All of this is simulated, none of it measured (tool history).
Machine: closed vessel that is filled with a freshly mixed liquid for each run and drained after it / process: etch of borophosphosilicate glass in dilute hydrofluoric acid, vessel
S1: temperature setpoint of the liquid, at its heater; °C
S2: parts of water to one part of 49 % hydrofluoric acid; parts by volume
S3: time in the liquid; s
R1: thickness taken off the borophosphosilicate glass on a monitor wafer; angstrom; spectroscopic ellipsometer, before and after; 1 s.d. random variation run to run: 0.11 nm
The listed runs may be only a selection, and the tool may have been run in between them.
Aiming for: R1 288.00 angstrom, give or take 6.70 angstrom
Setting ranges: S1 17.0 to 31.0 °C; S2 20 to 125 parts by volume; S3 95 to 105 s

run	hour	S1	S2	S3	R1
1	0.0	23.0	70	95	471.01
2	9.0	21.0	75	95	400.32
3	12.2	21.0	65	95	471.32
4	19.6	19.5	70	95	407.66
5	26.0	18.5	75	95	362.62
6	32.6	18.0	80	95	333.38
7	35.5	17.5	80	95	324.82
8	42.1	17.0	85	95	296.17

Pick the move, out of 5, that brings all results within their allowed miss; only one does.
A	48.7	19.0	100	95	?
B	48.7	17.0	95	100	?
C	48.7	18.0	95	95	?
D	48.7	17.0	90	95	?
E	48.7	18.0	90	95	?

move	R1
A	270.21
B	276.82
C	274.30
D	279.05
E	291.10
A: pushes the last run's worst result past its target
B: pushes the last run's worst result past its target
C: pushes the last run's worst result past its target
D: pushes the last run's worst result past its target
E: meets every target
E meets every target.
